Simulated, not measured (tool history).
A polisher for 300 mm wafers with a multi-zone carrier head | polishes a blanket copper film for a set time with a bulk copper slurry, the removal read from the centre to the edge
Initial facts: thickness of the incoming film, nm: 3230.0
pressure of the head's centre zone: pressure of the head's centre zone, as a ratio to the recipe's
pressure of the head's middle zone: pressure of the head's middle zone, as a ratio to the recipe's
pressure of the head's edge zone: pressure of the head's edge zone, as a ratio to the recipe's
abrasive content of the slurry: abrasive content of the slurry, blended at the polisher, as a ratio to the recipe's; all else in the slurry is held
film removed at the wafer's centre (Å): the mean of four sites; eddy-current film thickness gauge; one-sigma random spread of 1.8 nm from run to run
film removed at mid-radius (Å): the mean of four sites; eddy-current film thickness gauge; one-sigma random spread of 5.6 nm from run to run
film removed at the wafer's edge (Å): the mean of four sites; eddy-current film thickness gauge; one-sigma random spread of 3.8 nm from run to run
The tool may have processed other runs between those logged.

run  hour  flow of slurry (ml/min)  pressure of the head's centre zone  pressure of the head's middle zone  pressure of the head's edge zone  abrasive content of the slurry  polishing time (s)  film removed at the wafer's centre (Å)  film removed at mid-radius (Å)  film removed at the wafer's edge (Å)
  1     0                      185                                   1                                   1                                 1                               1                  64                                  3517.6                          3543.5                                3639.1
  2   2.5                      185                                   1                                   1                                 1                               1                  49                                  2694.4                          2771.5                                2769.5
  3  10.9                      185                                   1                                   1                                 1                             1.1                  49                                  2756.3                          2836.5                                2818.4
  4  15.2                      195                                0.97                                1.03                              1.04                             1.2                  50                                  2804.5                          3013.7                                3001.7
  5  18.4                      200                                0.94                                1.06                              1.07                            1.25                  51                                  2825.5                          3204.1                                3163.2
  6  19.5                      200                                0.94                                1.06                              1.11                            1.25                  51                                  2808.7                          3174.2                                3162.1
  7  27.9                      205                                0.92                                1.08                              1.12                             1.3                  52                                  2846.1                          3320.4                                3372.9

For run 8, what comes out?
  8  31.8                      210                                0.91                                 1.1                              1.12                             1.3                  52                                       ?                               ?                                     ?

film removed at the wafer's centre (Å): 2808.1
film removed at mid-radius (Å): 3430
film removed at the wafer's edge (Å): 3382.4

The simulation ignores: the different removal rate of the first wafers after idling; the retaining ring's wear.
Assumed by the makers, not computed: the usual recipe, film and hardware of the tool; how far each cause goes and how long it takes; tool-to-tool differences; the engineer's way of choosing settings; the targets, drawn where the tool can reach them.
